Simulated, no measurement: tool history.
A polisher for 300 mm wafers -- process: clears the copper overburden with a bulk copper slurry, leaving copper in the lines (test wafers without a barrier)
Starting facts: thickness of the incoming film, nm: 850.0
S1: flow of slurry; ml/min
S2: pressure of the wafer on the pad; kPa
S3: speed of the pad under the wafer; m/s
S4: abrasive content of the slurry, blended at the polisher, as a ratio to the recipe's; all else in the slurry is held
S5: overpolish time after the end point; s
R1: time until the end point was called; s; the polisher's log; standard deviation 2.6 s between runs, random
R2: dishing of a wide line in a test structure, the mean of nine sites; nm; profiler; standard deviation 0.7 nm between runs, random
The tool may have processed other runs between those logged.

Run 1, day 0.000: S1 155 ml/min, S2 22.1 kPa, S3 1.02 m/s, S4 1.00, S5 11 s. Result: R1 93.490 s, R2 55.808 nm.
Run 2, day 0.321: S1 155 ml/min, S2 22.1 kPa, S3 1.02 m/s, S4 0.85, S5 11 s. Result: R1 97.533 s, R2 54.925 nm.
Run 3, day 0.608: S1 155 ml/min, S2 22.1 kPa, S3 1.26 m/s, S4 0.85, S5 11 s. Result: R1 81.584 s, R2 62.915 nm.
Run 4, day 0.954: S1 155 ml/min, S2 24.8 kPa, S3 1.26 m/s, S4 0.85, S5 11 s. Result: R1 73.942 s, R2 68.492 nm.
Run 5, day 1.258: S1 115 ml/min, S2 24.8 kPa, S3 1.26 m/s, S4 0.85, S5 11 s. Result: R1 75.817 s, R2 66.732 nm.
Run 6, day 1.596: S1 115 ml/min, S2 22.8 kPa, S3 1.24 m/s, S4 0.85, S5 12 s. Result: R1 85.726 s, R2 64.338 nm.
Run 7, day 1.712: S1 115 ml/min, S2 21.4 kPa, S3 1.24 m/s, S4 0.85, S5 13 s. Result: R1 90.078 s, R2 65.082 nm.
Run 8, day 1.862: S1 115 ml/min, S2 20.0 kPa, S3 1.22 m/s, S4 0.85, S5 14 s. Result: R1 100.590 s, R2 64.122 nm.
At day 2.150: head pressure recalibrated.
Run 9, day 2.150: S1 115 ml/min, S2 19.3 kPa, S3 1.22 m/s, S4 0.85, S5 14 s. Result: R1 93.701 s, R2 66.265 nm.
Run 10, day 2.296: S1 115 ml/min, S2 17.9 kPa, S3 1.18 m/s, S4 0.85, S5 14 s. Result: R1 107.600 s, R2 61.417 nm.
Run 11, day 2.608: S1 115 ml/min, S2 17.2 kPa, S3 1.18 m/s, S4 0.85, S5 14 s. Result: R1 108.740 s, R2 58.578 nm.
Run 12, day 2.783: S1 110 ml/min, S2 11.0 kPa, S3 1.08 m/s, S4 0.85, S5 18 s. Result: R1 181.810 s, R2 46.697 nm.

Expected results for the next run?
Run 13, day 3.100: S1 110 ml/min, S2 11.7 kPa, S3 1.08 m/s, S4 0.85, S5 18 s. Result: R1 ?, R2 ?.

Run 13 gave R1 174.340 s, R2 48.588 nm.
